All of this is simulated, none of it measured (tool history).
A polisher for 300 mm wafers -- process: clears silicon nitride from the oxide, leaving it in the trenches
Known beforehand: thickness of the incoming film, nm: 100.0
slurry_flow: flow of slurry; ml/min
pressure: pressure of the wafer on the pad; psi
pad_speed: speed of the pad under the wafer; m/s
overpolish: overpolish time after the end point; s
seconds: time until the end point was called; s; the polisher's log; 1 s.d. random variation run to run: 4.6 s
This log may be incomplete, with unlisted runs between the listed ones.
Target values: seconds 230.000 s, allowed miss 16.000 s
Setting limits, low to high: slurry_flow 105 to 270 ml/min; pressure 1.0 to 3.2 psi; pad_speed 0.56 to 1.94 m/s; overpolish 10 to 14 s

run	day	slurry_flow	pressure	pad_speed	overpolish	seconds
1	0.000	175	2.1	1.24	14	116.190
2	0.350	175	2.4	1.24	14	103.010
3	0.417	215	2.4	1.24	14	99.283
4	0.729	215	2.4	1.40	14	88.300
5	1.038	215	2.4	1.14	14	106.350
6	1.142	185	2.4	1.14	14	107.270
7	1.267	185	2.0	1.06	14	135.270
8	1.546	185	1.7	0.98	14	169.370
9	1.583	185	1.1	0.92	14	277.190
10	1.767	185	1.2	0.92	14	257.350

Exactly one of the 4 candidate moves below puts every result within its allowed miss. Which one?
A	1.950	175	1.4	0.76	11	?
B	1.950	160	1.3	1.00	14	?
C	1.950	165	1.0	0.94	14	?
D	1.950	205	1.4	0.72	13	?

move	seconds
A	274.140
B	229.770
C	310.830
D	281.770
A: the biggest miss grows against the last run
B: each result inside its tolerance
C: the biggest miss grows against the last run
D: the biggest miss grows against the last run
B is the move that brings every result within its allowed miss.
